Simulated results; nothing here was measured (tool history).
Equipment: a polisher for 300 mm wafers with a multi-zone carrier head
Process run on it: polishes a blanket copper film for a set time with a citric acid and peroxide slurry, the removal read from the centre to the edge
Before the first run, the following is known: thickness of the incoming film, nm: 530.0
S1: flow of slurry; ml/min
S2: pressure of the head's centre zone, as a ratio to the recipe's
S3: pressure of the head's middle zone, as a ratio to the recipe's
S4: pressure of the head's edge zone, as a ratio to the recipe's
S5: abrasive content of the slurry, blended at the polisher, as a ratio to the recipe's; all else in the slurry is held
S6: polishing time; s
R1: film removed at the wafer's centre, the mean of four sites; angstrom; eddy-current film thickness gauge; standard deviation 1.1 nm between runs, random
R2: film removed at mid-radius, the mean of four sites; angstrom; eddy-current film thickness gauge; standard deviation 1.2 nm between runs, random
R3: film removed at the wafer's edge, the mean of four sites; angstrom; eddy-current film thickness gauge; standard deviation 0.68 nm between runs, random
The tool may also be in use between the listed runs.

{"run": 1, "hour": 0.0, "S1": 260, "S2": 1, "S3": 1, "S4": 1, "S5": 1, "S6": 52, "R1": 1402, "R2": 1437.2, "R3": 1415.4}
{"run": 2, "hour": 4.1, "S1": 255, "S2": 1, "S3": 0.99, "S4": 0.95, "S5": 0.85, "S6": 49, "R1": 1284.3, "R2": 1310.6, "R3": 1260.6}
{"run": 3, "hour": 8.5, "S1": 255, "S2": 1, "S3": 0.99, "S4": 0.95, "S5": 0.85, "S6": 55, "R1": 1455.2, "R2": 1489.9, "R3": 1411.8}
{"run": 4, "hour": 9.7, "S1": 255, "S2": 1, "S3": 0.99, "S4": 0.95, "S5": 0.95, "S6": 55, "R1": 1485.3, "R2": 1520.8, "R3": 1455.3}
{"run": 5, "hour": 12.5, "S1": 255, "S2": 0.95, "S3": 0.99, "S4": 0.95, "S5": 0.95, "S6": 55, "R1": 1415.6, "R2": 1501.6, "R3": 1432.6}
{"run": 6, "hour": 18.6, "S1": 250, "S2": 0.95, "S3": 0.96, "S4": 0.91, "S5": 0.8, "S6": 51, "R1": 1236.9, "R2": 1310.3, "R3": 1264.4}

The next listed run, before its measurement:
{"run": 7, "hour": 20.4, "S1": 250, "S2": 0.97, "S3": 0.95, "S4": 0.88, "S5": 0.7, "S6": 48, "R1": "?", "R2": "?", "R3": "?"}

{"run 7": {"R1": 1189, "R2": 1173.6, "R3": 1150.4}}
